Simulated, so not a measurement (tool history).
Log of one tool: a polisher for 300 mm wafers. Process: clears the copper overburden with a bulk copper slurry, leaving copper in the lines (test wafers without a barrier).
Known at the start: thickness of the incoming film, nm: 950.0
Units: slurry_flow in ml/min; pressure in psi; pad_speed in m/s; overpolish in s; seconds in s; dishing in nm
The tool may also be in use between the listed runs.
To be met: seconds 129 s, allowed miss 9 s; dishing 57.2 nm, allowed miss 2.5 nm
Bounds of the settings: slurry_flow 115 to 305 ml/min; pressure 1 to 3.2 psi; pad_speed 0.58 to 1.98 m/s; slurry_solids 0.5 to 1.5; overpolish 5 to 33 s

{"run": 1, "hour": 0.0, "slurry_flow": 195, "pressure": 2.1, "pad_speed": 1.28, "slurry_solids": 1, "overpolish": 17, "seconds": 91.461, "dishing": 55.183}
{"run": 2, "hour": 5.2, "slurry_flow": 195, "pressure": 2, "pad_speed": 1.24, "slurry_solids": 1, "overpolish": 19, "seconds": 93.564, "dishing": 54.701}
{"run": 3, "hour": 9.7, "slurry_flow": 150, "pressure": 2, "pad_speed": 1.24, "slurry_solids": 1, "overpolish": 19, "seconds": 97.989, "dishing": 54.798}
{"run": 4, "hour": 16.7, "slurry_flow": 150, "pressure": 1.6, "pad_speed": 1.24, "slurry_solids": 1, "overpolish": 19, "seconds": 113.49, "dishing": 50.904}
{"run": 5, "hour": 19.9, "slurry_flow": 150, "pressure": 1.6, "pad_speed": 1.2, "slurry_solids": 1, "overpolish": 22, "seconds": 119.26, "dishing": 52.389}
{"run": 6, "hour": 28.2, "slurry_flow": 150, "pressure": 1.6, "pad_speed": 1.18, "slurry_solids": 1, "overpolish": 24, "seconds": 119.32, "dishing": 54.272}
{"run": 7, "hour": 33.7, "slurry_flow": 150, "pressure": 1.6, "pad_speed": 1.16, "slurry_solids": 1, "overpolish": 25, "seconds": 123.42, "dishing": 54.638}
{"run": 8, "hour": 36.3, "slurry_flow": 150, "pressure": 1.6, "pad_speed": 1.16, "slurry_solids": 1, "overpolish": 26, "seconds": 123.56, "dishing": 54.137}
{"run": 9, "hour": 42.0, "slurry_flow": 150, "pressure": 1.6, "pad_speed": 1.16, "slurry_solids": 1, "overpolish": 26, "seconds": 118.27, "dishing": 53.978}

Which of these 4 next moves meets every target?
{"run": "A", "hour": 47.7, "slurry_flow": 115, "pressure": 2.1, "pad_speed": 0.72, "slurry_solids": 1.2, "overpolish": 33, "seconds": "?", "dishing": "?"}
{"run": "B", "hour": 47.7, "slurry_flow": 160, "pressure": 1.3, "pad_speed": 1.28, "slurry_solids": 0.8, "overpolish": 22, "seconds": "?", "dishing": "?"}
{"run": "C", "hour": 47.7, "slurry_flow": 170, "pressure": 1.3, "pad_speed": 1.18, "slurry_solids": 1, "overpolish": 22, "seconds": "?", "dishing": "?"}
{"run": "D", "hour": 47.7, "slurry_flow": 115, "pressure": 2.1, "pad_speed": 0.94, "slurry_solids": 1.2, "overpolish": 32, "seconds": "?", "dishing": "?"}

move=A seconds=162.59 dishing=55.554
move=B seconds=128.53 dishing=50.718
move=C seconds=131.34 dishing=50.444
move=D seconds=130.05 dishing=57.425
A: brings the result that was furthest off to its target, and leaves another outside
B: further off than the last run
C: further off than the last run
D: meets every target
Answer: D
